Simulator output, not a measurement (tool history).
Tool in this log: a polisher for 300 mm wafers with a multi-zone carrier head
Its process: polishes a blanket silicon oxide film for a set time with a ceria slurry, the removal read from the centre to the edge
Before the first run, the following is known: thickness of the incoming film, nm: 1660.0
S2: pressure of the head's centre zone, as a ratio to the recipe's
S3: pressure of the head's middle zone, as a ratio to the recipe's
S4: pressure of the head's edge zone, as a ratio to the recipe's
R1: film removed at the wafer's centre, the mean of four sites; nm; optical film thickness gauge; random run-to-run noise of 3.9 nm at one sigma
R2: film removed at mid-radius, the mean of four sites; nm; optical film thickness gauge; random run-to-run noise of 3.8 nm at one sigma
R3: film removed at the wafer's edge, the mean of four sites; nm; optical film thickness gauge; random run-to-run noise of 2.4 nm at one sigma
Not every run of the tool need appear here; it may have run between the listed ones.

Run 1, day 0.000: flow of slurry (ml/min) 235, S2 1.00, S3 1.00, S4 1.00, polishing time (s) 64. Result: R1 390.18 nm, R2 390.48 nm, R3 392.40 nm.
Run 2, day 0.354: flow of slurry (ml/min) 235, S2 1.00, S3 0.96, S4 1.00, polishing time (s) 64. Result: R1 389.14 nm, R2 390.05 nm, R3 385.78 nm.
Run 3, day 0.429: flow of slurry (ml/min) 235, S2 1.00, S3 0.96, S4 1.00, polishing time (s) 51. Result: R1 306.84 nm, R2 314.31 nm, R3 314.62 nm.
Run 4, day 0.667: flow of slurry (ml/min) 270, S2 1.00, S3 0.96, S4 1.00, polishing time (s) 51. Result: R1 313.20 nm, R2 316.83 nm, R3 319.75 nm.
Run 5, day 0.767: flow of slurry (ml/min) 270, S2 1.00, S3 0.94, S4 0.99, polishing time (s) 51. Result: R1 313.23 nm, R2 305.97 nm, R3 318.18 nm.
Run 6, day 1.108: flow of slurry (ml/min) 270, S2 1.00, S3 0.94, S4 0.99, polishing time (s) 38. Result: R1 236.85 nm, R2 231.71 nm, R3 234.31 nm.
Run 7, day 1.433: flow of slurry (ml/min) 275, S2 1.02, S3 0.95, S4 1.01, polishing time (s) 38. Result: R1 243.19 nm, R2 236.08 nm, R3 235.91 nm.
Run 8, day 1.804: flow of slurry (ml/min) 280, S2 1.02, S3 0.95, S4 1.01, polishing time (s) 39. Result: R1 246.01 nm, R2 243.89 nm, R3 246.12 nm.
Run 9, day 1.929: flow of slurry (ml/min) 280, S2 1.02, S3 0.95, S4 1.01, polishing time (s) 39. Result: R1 250.02 nm, R2 240.41 nm, R3 245.20 nm.

Expected results for the next run?
Run 10, day 2.200: flow of slurry (ml/min) 305, S2 1.12, S3 1.04, S4 1.11, polishing time (s) 44. Result: R1 ?, R2 ?, R3 ?.

R1: 310.37 nm
R2: 289.39 nm
R3: 290.74 nm

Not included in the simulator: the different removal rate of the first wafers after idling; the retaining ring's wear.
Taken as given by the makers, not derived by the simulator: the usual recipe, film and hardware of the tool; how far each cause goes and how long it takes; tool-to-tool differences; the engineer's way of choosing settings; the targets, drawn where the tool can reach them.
